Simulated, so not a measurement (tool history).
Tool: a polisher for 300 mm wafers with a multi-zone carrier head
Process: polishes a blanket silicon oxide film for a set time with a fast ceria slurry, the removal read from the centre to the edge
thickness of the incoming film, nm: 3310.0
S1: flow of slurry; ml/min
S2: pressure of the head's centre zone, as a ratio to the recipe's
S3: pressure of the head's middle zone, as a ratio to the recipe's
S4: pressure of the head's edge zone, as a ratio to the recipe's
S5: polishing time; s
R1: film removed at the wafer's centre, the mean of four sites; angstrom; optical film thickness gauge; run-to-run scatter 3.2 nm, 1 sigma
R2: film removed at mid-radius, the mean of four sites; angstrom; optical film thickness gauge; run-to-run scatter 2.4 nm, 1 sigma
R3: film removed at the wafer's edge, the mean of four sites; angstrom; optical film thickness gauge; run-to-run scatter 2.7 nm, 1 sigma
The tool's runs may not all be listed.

| run | hour | S1 | S2 | S3 | S4 | S5 | R1 | R2 | R3 |
|---|---|---|---|---|---|---|---|---|---|
| 1 | 0 | 260 | 1 | 1 | 1 | 53 | 4364.7 | 4292.8 | 4329.3 |
| 2 | 3 | 255 | 0.98 | 0.99 | 0.99 | 53 | 4190.1 | 4198.4 | 4312.4 |
| 3 | 11.4 | 255 | 0.98 | 0.99 | 0.99 | 40 | 3207.8 | 3205.7 | 3244.2 |
| 4 | 12.4 | 310 | 0.98 | 0.99 | 0.99 | 40 | 3259 | 3230.1 | 3279.9 |
| 5 | 18.5 | 310 | 0.98 | 0.99 | 1.01 | 40 | 3227.4 | 3254.1 | 3350.1 |
| 6 | 25.4 | 310 | 0.98 | 0.99 | 1.01 | 51 | 4179.9 | 4153.3 | 4248.6 |
|  | 27.8 | worn pad replaced by a new one |
| 7 | 27.8 | 305 | 0.96 | 0.98 | 1 | 51 | 4474 | 4560.7 | 4683 |

What does the tool deliver on the next run?
| 8 | 30.4 | 290 | 0.96 | 0.98 | 1.02 | 51 | ? | ? | ? |

R1: 4475.4 angstrom
R2: 4450.2 angstrom
R3: 4645.7 angstrom

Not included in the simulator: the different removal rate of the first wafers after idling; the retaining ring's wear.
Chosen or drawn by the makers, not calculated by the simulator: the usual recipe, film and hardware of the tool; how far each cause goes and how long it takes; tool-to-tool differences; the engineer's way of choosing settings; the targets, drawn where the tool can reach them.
